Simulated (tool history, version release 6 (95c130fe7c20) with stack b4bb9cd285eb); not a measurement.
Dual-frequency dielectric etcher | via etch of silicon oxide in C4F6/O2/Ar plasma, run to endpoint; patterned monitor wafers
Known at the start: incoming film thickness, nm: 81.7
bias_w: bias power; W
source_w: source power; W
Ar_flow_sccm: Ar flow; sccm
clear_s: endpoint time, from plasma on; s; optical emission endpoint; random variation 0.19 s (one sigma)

| run | hour | bias_w | source_w | Ar_flow_sccm | clear_s |
|---|---|---|---|---|---|
| 1 | 0 | 366 | 340 | 221 | 23.378 |
| 2 | 1.1 | 338 | 320 | 225 | 24.83 |
| 3 | 2.3 | 316 | 310 | 227 | 26.074 |
| 4 | 4.9 | 298 | 310 | 228 | 27.176 |
| 5 | 8.8 | 287 | 310 | 228 | 27.644 |
| 6 | 15.4 | 287 | 340 | 228 | 26.872 |
| 7 | 18.8 | 274 | 340 | 228 | 27.911 |

The next listed run, before its measurement:
| 8 | 25.3 | 266 | 340 | 228 | ? |

{"run 8": {"clear_s": 28.648}}
